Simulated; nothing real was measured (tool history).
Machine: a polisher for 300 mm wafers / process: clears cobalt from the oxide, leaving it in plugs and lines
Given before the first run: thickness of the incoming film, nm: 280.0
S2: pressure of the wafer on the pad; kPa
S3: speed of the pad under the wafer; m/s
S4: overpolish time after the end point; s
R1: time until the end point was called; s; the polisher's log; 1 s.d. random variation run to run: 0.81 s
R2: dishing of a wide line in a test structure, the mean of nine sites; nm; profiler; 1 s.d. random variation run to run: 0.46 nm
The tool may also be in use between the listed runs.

run 1 day=0.000 | flow_of_slurry_(ml/min)=200 S2=11.7 S3=0.98 S4=9 | R1=66.287 R2=21.063
run 2 day=0.217 | flow_of_slurry_(ml/min)=200 S2=11.7 S3=0.76 S4=9 | R1=85.886 R2=18.438
run 3 day=0.392 | flow_of_slurry_(ml/min)=180 S2=11.7 S3=0.76 S4=9 | R1=87.327 R2=18.183
run 4 day=0.679 | flow_of_slurry_(ml/min)=180 S2=11.7 S3=0.76 S4=7 | R1=87.883 R2=15.317
run 5 day=0.971 | flow_of_slurry_(ml/min)=185 S2=11.7 S3=0.76 S4=8 | R1=85.435 R2=16.678
run 6 day=1.100 | flow_of_slurry_(ml/min)=190 S2=11.7 S3=0.76 S4=9 | R1=85.013 R2=18.566
run 7 day=1.458 | flow_of_slurry_(ml/min)=190 S2=11.7 S3=0.76 S4=10 | R1=86.245 R2=19.373

Estimate the outcome of run 8 from the log above:
run 8 day=1.567 | flow_of_slurry_(ml/min)=190 S2=11.7 S3=0.76 S4=11 | R1=? R2=?

{"run 8": {"R1": 85.94, "R2": 20.71}}
